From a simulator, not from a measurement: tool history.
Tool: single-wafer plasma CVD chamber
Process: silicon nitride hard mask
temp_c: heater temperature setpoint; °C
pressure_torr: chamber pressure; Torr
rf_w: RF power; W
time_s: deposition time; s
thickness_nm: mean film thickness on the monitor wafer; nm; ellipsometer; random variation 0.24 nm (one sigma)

{"run": 1, "hour": 0.0, "temp_c": 420, "pressure_torr": 2.06, "rf_w": 385, "time_s": 50.1, "thickness_nm": 75.769}
{"run": 2, "hour": 0.7, "temp_c": 420, "pressure_torr": 2.25, "rf_w": 385, "time_s": 50.1, "thickness_nm": 77.615}
{"run": 3, "hour": 5.5, "temp_c": 420, "pressure_torr": 2.09, "rf_w": 365, "time_s": 49.8, "thickness_nm": 72.524}
{"run": 4, "hour": 10.5, "temp_c": 420, "pressure_torr": 2.09, "rf_w": 365, "time_s": 47.6, "thickness_nm": 69.324}
{"run": 5, "hour": 13.0, "temp_c": 420, "pressure_torr": 2.35, "rf_w": 365, "time_s": 47.6, "thickness_nm": 72.44}
{"run": 6, "hour": 18.4, "temp_c": 414, "pressure_torr": 2.35, "rf_w": 365, "time_s": 47.6, "thickness_nm": 72.24}
{"run": 7, "hour": 26.4, "temp_c": 414, "pressure_torr": 2.2, "rf_w": 360, "time_s": 47.6, "thickness_nm": 70.491}
{"run": 8, "hour": 35.1, "temp_c": 414, "pressure_torr": 2.08, "rf_w": 355, "time_s": 47.6, "thickness_nm": 68.238}

Run 9 comes next. What will it give?
{"run": 9, "hour": 39.6, "temp_c": 414, "pressure_torr": 2.08, "rf_w": 355, "time_s": 47.6, "thickness_nm": "?"}

{"run 9": {"thickness_nm": 67.988}}
